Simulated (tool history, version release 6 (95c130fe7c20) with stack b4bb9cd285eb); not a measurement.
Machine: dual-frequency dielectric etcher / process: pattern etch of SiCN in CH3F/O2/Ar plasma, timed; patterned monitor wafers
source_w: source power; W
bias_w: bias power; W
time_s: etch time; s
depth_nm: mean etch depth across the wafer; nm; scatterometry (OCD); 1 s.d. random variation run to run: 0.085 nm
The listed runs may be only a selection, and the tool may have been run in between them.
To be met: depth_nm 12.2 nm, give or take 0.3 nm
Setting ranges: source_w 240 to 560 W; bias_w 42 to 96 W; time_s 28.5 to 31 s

run	hour	source_w	bias_w	time_s	depth_nm
1	0	400	69	31	10.566
2	7.2	400	69	31	10.655
3	10.2	400	69	31	10.59
4	17	420	70	31	10.851
5	22.6	430	71	31	11.09
6	25.9	440	71	31	11.087
7	28.7	450	72	31	11.285
8	35.5	460	73	31	11.276
9	38.9	460	73	31	11.321
10	44	470	74	31	11.532
11	48.8	480	74	31	11.445
12	51.3	490	75	31	11.669
13	54.5	500	75	31	11.896

Pick the move, out of 5, that brings all results within their allowed miss; only one does.
A	57.7	510	69	30.5	?
B	57.7	520	82	31	?
C	57.7	530	74	30	?
D	57.7	520	76	30	?
E	57.7	530	89	28.5	?

move	depth_nm
A	11.462
B	12.247
C	11.632
D	11.626
E	11.585
A: misses by more than the last run did
B: each result inside its tolerance
C: misses by more than the last run did
D: misses by more than the last run did
E: misses by more than the last run did
Answer: B
